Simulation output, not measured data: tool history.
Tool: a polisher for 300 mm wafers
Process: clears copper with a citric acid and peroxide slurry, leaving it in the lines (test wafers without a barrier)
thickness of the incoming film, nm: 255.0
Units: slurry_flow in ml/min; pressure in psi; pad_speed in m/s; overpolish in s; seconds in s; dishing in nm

{"run": 1, "hour": 0.0, "slurry_flow": 185, "pressure": 3.3, "pad_speed": 0.84, "slurry_solids": 1, "overpolish": 11, "seconds": 147.17, "dishing": 14.563}
{"run": 2, "hour": 3.6, "slurry_flow": 185, "pressure": 3.2, "pad_speed": 0.84, "slurry_solids": 1, "overpolish": 12, "seconds": 150.52, "dishing": 15.758}
{"run": 3, "hour": 7.7, "slurry_flow": 185, "pressure": 3.1, "pad_speed": 0.84, "slurry_solids": 1, "overpolish": 12, "seconds": 157.55, "dishing": 14.874}
{"run": 4, "hour": 11.6, "slurry_flow": 185, "pressure": 3, "pad_speed": 0.84, "slurry_solids": 1, "overpolish": 12, "seconds": 158.49, "dishing": 14.967}
{"hour": 16.5, "done": "slurry nozzle cleaned"}
{"run": 5, "hour": 16.5, "slurry_flow": 185, "pressure": 3, "pad_speed": 0.84, "slurry_solids": 1, "overpolish": 15, "seconds": 147.43, "dishing": 19.55}
{"run": 6, "hour": 20.9, "slurry_flow": 185, "pressure": 3.7, "pad_speed": 0.84, "slurry_solids": 1, "overpolish": 15, "seconds": 128.39, "dishing": 22.752}
{"run": 7, "hour": 25.3, "slurry_flow": 185, "pressure": 3.5, "pad_speed": 0.84, "slurry_solids": 1, "overpolish": 15, "seconds": 134.16, "dishing": 21.844}

The next listed run, before its measurement:
{"run": 8, "hour": 26.9, "slurry_flow": 185, "pressure": 3.3, "pad_speed": 0.84, "slurry_solids": 1, "overpolish": 15, "seconds": "?", "dishing": "?"}

Run 8 gave seconds 140.97 s, dishing 20.767 nm.
